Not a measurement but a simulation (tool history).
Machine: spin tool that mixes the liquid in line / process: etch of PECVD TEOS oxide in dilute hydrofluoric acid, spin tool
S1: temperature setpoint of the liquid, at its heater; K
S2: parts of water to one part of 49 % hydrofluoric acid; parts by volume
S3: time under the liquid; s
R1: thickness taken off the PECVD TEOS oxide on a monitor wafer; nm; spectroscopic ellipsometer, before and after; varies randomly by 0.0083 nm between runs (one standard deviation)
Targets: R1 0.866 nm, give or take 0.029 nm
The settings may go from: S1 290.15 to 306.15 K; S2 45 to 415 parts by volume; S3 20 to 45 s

{"run": 1, "hour": 0.0, "S1": 298.15, "S2": 230, "S3": 45, "R1": 1.6213}
{"run": 2, "hour": 1.6, "S1": 298.15, "S2": 230, "S3": 20, "R1": 0.71466}
{"run": 3, "hour": 4.2, "S1": 294.65, "S2": 230, "S3": 20, "R1": 0.63358}
{"run": 4, "hour": 5.3, "S1": 297.15, "S2": 230, "S3": 20, "R1": 0.68379}
{"run": 5, "hour": 13.8, "S1": 297.65, "S2": 230, "S3": 20, "R1": 0.69905}
{"run": 6, "hour": 15.2, "S1": 297.65, "S2": 150, "S3": 20, "R1": 1.1856}
{"run": 7, "hour": 22.8, "S1": 297.65, "S2": 150, "S3": 20, "R1": 1.1748}
{"run": 8, "hour": 29.9, "S1": 297.65, "S2": 150, "S3": 20, "R1": 1.1777}
{"hour": 35.0, "done": "thermometer replaced"}
{"run": 9, "hour": 35.0, "S1": 297.15, "S2": 150, "S3": 20, "R1": 1.2281}
{"run": 10, "hour": 38.3, "S1": 297.15, "S2": 150, "S3": 20, "R1": 1.2244}
{"run": 11, "hour": 43.5, "S1": 296.15, "S2": 150, "S3": 20, "R1": 1.2118}
{"run": 12, "hour": 50.3, "S1": 295.15, "S2": 155, "S3": 20, "R1": 1.1241}
{"run": 13, "hour": 52.6, "S1": 294.65, "S2": 160, "S3": 20, "R1": 1.0296}
{"run": 14, "hour": 58.0, "S1": 294.65, "S2": 160, "S3": 20, "R1": 1.0411}
{"run": 15, "hour": 58.7, "S1": 294.15, "S2": 160, "S3": 20, "R1": 1.027}
{"run": 16, "hour": 66.1, "S1": 293.65, "S2": 160, "S3": 20, "R1": 0.99986}

Exercise: of the 5 proposed moves below, exactly one satisfies all targets within the stated allowed misses. Which move is it?
{"run": "A", "hour": 73.5, "S1": 293.65, "S2": 180, "S3": 20, "R1": "?"}
{"run": "B", "hour": 73.5, "S1": 295.15, "S2": 200, "S3": 20, "R1": "?"}
{"run": "C", "hour": 73.5, "S1": 295.65, "S2": 210, "S3": 20, "R1": "?"}
{"run": "D", "hour": 73.5, "S1": 294.65, "S2": 175, "S3": 20, "R1": "?"}
{"run": "E", "hour": 73.5, "S1": 294.15, "S2": 175, "S3": 20, "R1": "?"}

move=A R1=0.87943
move=B R1=0.82137
move=C R1=0.78893
move=D R1=0.94513
move=E R1=0.92702
A: meets every target
B: takes the result that was furthest off past its target
C: takes the result that was furthest off past its target
D: an improvement on the last run, though not all results are within tolerance
E: an improvement on the last run, though not all results are within tolerance
Correct choice: A, which meets every target

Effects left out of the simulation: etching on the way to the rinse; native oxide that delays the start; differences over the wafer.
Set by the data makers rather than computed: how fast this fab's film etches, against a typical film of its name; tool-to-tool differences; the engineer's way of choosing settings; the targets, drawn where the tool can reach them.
